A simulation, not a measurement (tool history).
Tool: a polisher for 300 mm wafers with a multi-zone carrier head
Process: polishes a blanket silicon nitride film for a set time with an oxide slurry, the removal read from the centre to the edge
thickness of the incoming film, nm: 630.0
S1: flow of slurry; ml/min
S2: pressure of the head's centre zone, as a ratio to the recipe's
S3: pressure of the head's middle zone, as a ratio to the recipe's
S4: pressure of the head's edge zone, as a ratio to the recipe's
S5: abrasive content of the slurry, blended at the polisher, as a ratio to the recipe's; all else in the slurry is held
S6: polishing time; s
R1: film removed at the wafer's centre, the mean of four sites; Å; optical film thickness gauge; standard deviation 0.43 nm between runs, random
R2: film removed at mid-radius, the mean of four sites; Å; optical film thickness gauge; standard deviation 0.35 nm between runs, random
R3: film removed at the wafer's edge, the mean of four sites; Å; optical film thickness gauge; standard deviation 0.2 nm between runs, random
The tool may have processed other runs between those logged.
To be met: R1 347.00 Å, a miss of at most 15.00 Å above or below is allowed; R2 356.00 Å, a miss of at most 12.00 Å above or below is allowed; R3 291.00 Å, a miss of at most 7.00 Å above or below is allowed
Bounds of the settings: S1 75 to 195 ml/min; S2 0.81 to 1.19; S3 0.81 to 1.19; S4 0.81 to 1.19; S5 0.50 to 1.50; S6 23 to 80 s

| run | day | S1 | S2 | S3 | S4 | S5 | S6 | R1 | R2 | R3 |
|---|---|---|---|---|---|---|---|---|---|---|
| 1 | 0.000 | 125 | 1.00 | 1.00 | 1.00 | 1.00 | 51 | 253.11 | 258.14 | 257.62 |
| 2 | 0.204 | 145 | 1.00 | 1.00 | 1.00 | 1.00 | 51 | 253.80 | 265.12 | 259.61 |
| 3 | 0.358 | 150 | 1.04 | 1.04 | 1.00 | 1.05 | 51 | 281.09 | 286.35 | 268.81 |
| 4 | 0.479 | 150 | 1.10 | 1.04 | 1.00 | 1.05 | 51 | 299.30 | 291.11 | 267.52 |
| 5 | 0.525 | 150 | 1.10 | 1.04 | 0.95 | 1.05 | 51 | 300.78 | 286.73 | 261.54 |
| 6 | 0.796 | 150 | 1.10 | 1.04 | 0.95 | 1.05 | 44 | 260.10 | 251.15 | 227.36 |
| 7 | 0.979 | 150 | 1.10 | 1.04 | 0.95 | 1.05 | 44 | 258.71 | 246.96 | 227.04 |
| 8 | 1.267 | 155 | 1.11 | 1.07 | 0.98 | 1.10 | 44 | 266.67 | 265.16 | 239.09 |
| 9 | 1.400 | 160 | 1.13 | 1.09 | 0.98 | 1.15 | 44 | 279.91 | 275.67 | 242.60 |
| 10 | 1.542 | 165 | 1.14 | 1.11 | 0.99 | 1.20 | 44 | 287.10 | 284.89 | 247.69 |

Which one of the following 4 next-run settings gets every result inside its allowed miss? There is exactly one.
| A | 1.683 | 190 | 1.15 | 1.18 | 0.88 | 1.10 | 53 | ? | ? | ? |
| B | 1.683 | 195 | 1.13 | 1.14 | 0.83 | 1.25 | 51 | ? | ? | ? |
| C | 1.683 | 120 | 1.19 | 1.19 | 0.97 | 1.15 | 56 | ? | ? | ? |
| D | 1.683 | 195 | 1.01 | 1.14 | 0.93 | 1.20 | 52 | ? | ? | ? |

| move | R1 | R2 | R3 |
|---|---|---|---|
| A | 339.90 | 352.48 | 277.48 |
| B | 343.83 | 352.27 | 278.11 |
| C | 342.28 | 349.42 | 293.42 |
| D | 307.07 | 352.43 | 292.83 |
A: better than the last run, though not everything is in spec
B: better than the last run, though not everything is in spec
C: in spec on every target
D: the worst result of the last run now meets its target, but another is out of spec
C is the move that brings every result within its allowed miss.
